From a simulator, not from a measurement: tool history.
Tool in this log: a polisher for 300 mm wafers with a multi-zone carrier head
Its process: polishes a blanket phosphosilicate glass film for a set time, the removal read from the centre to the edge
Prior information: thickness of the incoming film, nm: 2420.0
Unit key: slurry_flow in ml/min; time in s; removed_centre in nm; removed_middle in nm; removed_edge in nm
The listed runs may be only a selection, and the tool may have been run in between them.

run	hour	slurry_flow	centre_zone	middle_zone	edge_zone	slurry_solids	time	removed_centre	removed_middle	removed_edge
1	0.0	120	1.00	1.00	1.00	1.00	68	695.37	692.43	708.01
2	3.6	120	1.00	1.00	1.07	1.00	68	679.32	668.80	724.60
3	7.5	125	1.02	1.01	1.07	1.05	68	719.66	700.49	720.93
4	12.4	125	1.02	1.01	1.00	1.05	68	710.98	694.92	724.46
5	17.7	125	1.02	1.01	1.00	1.00	68	702.73	681.86	704.97
6	18.6	130	1.03	1.01	1.00	1.05	68	743.95	706.28	724.90
7	27.4	135	1.03	1.01	1.00	1.10	68	742.16	729.70	745.09
8	33.3	135	1.05	1.01	1.00	1.15	68	773.92	745.07	748.50
9	37.7	135	1.06	1.00	1.00	1.20	68	790.35	732.47	783.34
10	40.3	140	1.07	1.00	1.00	1.25	68	820.00	769.83	795.44
11	42.6	145	1.08	1.00	1.00	1.25	68	842.86	798.05	789.14

What will run 12 give?
12	49.6	165	1.14	0.92	1.10	1.35	68	?	?	?

{"run 12": {"removed_centre": 938.96, "removed_middle": 779.06, "removed_edge": 860.52}}

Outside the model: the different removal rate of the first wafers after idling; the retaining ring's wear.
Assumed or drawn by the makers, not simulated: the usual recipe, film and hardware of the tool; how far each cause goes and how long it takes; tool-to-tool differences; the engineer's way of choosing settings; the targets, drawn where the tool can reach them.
